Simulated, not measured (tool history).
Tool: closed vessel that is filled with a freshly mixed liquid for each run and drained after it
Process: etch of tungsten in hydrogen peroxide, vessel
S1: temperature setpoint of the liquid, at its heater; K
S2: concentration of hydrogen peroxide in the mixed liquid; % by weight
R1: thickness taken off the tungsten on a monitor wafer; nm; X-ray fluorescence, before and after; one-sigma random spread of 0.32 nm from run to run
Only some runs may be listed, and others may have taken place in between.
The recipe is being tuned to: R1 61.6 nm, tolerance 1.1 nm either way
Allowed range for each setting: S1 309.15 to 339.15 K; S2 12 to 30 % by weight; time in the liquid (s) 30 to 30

run 1 hour=0 | S1=325.15 S2=22.5 time_in_the_liquid_(s)=30 | R1=50.05
run 2 hour=3.9 | S1=325.15 S2=22.5 time_in_the_liquid_(s)=30 | R1=49.777
run 3 hour=7.9 | S1=325.15 S2=22.5 time_in_the_liquid_(s)=30 | R1=49.655
run 4 hour=9 | S1=325.15 S2=26 time_in_the_liquid_(s)=30 | R1=53.17
run 5 hour=14.2 | S1=329.65 S2=26 time_in_the_liquid_(s)=30 | R1=70.381
run 6 hour=16.4 | S1=329.15 S2=26 time_in_the_liquid_(s)=30 | R1=68.682
run 7 hour=20.2 | S1=328.65 S2=26 time_in_the_liquid_(s)=30 | R1=66.286
run 8 hour=25.3 | S1=328.15 S2=26 time_in_the_liquid_(s)=30 | R1=64.141

Next run, 4 choices. One meets every target within its allowed miss, the rest don't. Which?
run A hour=30.4 | S1=327.15 S2=27 time_in_the_liquid_(s)=30 | R1=?
run B hour=30.4 | S1=329.65 S2=22 time_in_the_liquid_(s)=30 | R1=?
run C hour=30.4 | S1=328.15 S2=25.5 time_in_the_liquid_(s)=30 | R1=?
run D hour=30.4 | S1=326.65 S2=25.5 time_in_the_liquid_(s)=30 | R1=?

move=A R1=61.726
move=B R1=64.603
move=C R1=63.661
move=D R1=58.222
A: every result within its allowed miss
B: misses by more than the last run did
C: moves toward the targets from the last run without getting all of them in spec
D: pushes the last run's worst result past its target
Go with A: it meets all targets.
